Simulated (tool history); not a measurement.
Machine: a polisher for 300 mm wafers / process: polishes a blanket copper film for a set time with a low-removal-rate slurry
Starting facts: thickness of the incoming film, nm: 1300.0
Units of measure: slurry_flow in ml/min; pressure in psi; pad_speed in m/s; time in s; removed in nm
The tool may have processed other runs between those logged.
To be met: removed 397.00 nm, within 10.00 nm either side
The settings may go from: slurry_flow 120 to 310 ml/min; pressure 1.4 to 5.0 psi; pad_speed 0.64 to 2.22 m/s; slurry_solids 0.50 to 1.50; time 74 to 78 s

run    day  slurry_flow  pressure  pad_speed  slurry_solids  time  removed
  1  0.000          200       3.2       1.42           1.00    74   268.80
  2  0.092          200       3.2       1.42           1.00    74   264.97
  3  0.425          205       3.5       1.42           1.00    74   290.95
  4  0.717          210       3.7       1.42           1.00    74   307.85
  5  0.917          210       3.9       1.42           1.00    74   326.60
  6  1.204          245       3.9       1.42           1.00    74   334.91
  7  1.404          250       4.0       1.42           1.00    74   339.86
  8  1.758          250       4.0       1.42           1.00    74   346.12
  9  1.950          255       4.1       1.42           1.00    74   351.94
 10  2.217          255       4.2       1.42           1.00    74   352.73
 11  2.475          255       4.3       1.42           1.00    74   365.45
 12  2.512          260       4.4       1.42           1.00    74   377.06
 13  2.667          265       4.5       1.42           1.00    74   385.69

Exactly one of the 4 candidate moves below puts every result within its allowed miss. Which one?
  A  2.821          265       4.6       1.42           0.90    76        ?
  B  2.821          225       5.0       1.24           1.00    75        ?
  C  2.821          240       4.4       1.38           0.95    78        ?
  D  2.821          285       4.5       1.34           1.10    74        ?

move  removed
   A   392.62
   B   371.79
   C   376.36
   D   375.19
A: each result inside its tolerance
B: the biggest miss grows against the last run
C: the biggest miss grows against the last run
D: the biggest miss grows against the last run
The move that meets every target is A.
